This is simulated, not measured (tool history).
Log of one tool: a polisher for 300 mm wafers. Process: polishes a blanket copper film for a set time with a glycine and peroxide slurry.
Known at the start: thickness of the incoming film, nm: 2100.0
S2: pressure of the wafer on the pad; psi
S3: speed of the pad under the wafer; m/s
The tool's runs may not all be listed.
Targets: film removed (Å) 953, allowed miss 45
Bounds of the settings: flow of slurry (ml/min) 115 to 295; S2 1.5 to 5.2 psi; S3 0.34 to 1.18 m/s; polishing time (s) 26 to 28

Run 1, hour 0: flow of slurry (ml/min) 190, S2 3.3 psi, S3 0.76 m/s, polishing time (s) 28. Result: film removed (Å) 1355.8.
Run 2, hour 8.9: flow of slurry (ml/min) 190, S2 3.1 psi, S3 0.76 m/s, polishing time (s) 28. Result: film removed (Å) 1306.6.
Run 3, hour 17.2: flow of slurry (ml/min) 190, S2 2.9 psi, S3 0.76 m/s, polishing time (s) 28. Result: film removed (Å) 1212.1.
Run 4, hour 23.6: flow of slurry (ml/min) 190, S2 2.9 psi, S3 0.76 m/s, polishing time (s) 26. Result: film removed (Å) 1144.
Run 5, hour 31.8: flow of slurry (ml/min) 190, S2 2.8 psi, S3 0.76 m/s, polishing time (s) 26. Result: film removed (Å) 1108.5.
Run 6, hour 38.3: flow of slurry (ml/min) 190, S2 2.7 psi, S3 0.76 m/s, polishing time (s) 26. Result: film removed (Å) 1079.4.
Run 7, hour 44.5: flow of slurry (ml/min) 190, S2 2.6 psi, S3 0.76 m/s, polishing time (s) 26. Result: film removed (Å) 1080.2.
Run 8, hour 47: flow of slurry (ml/min) 190, S2 2.5 psi, S3 0.76 m/s, polishing time (s) 26. Result: film removed (Å) 1017.6.

4 next moves are on the table. One of them brings every result within its allowed miss. Which?
Run A, hour 49.5: flow of slurry (ml/min) 180, S2 2.8 psi, S3 0.68 m/s, polishing time (s) 28. Result: film removed (Å) ?.
Run B, hour 49.5: flow of slurry (ml/min) 200, S2 2.3 psi, S3 0.76 m/s, polishing time (s) 26. Result: film removed (Å) ?.
Run C, hour 49.5: flow of slurry (ml/min) 190, S2 2.4 psi, S3 0.8 m/s, polishing time (s) 26. Result: film removed (Å) ?.
Run D, hour 49.5: flow of slurry (ml/min) 180, S2 2.9 psi, S3 0.66 m/s, polishing time (s) 27. Result: film removed (Å) ?.

move  film removed (Å)
   A            1080.7
   B            953.03
   C            1016.8
   D            1046.2
A: further off than the last run
B: meets every target
C: as far off as the last run
D: further off than the last run
The right move is B.
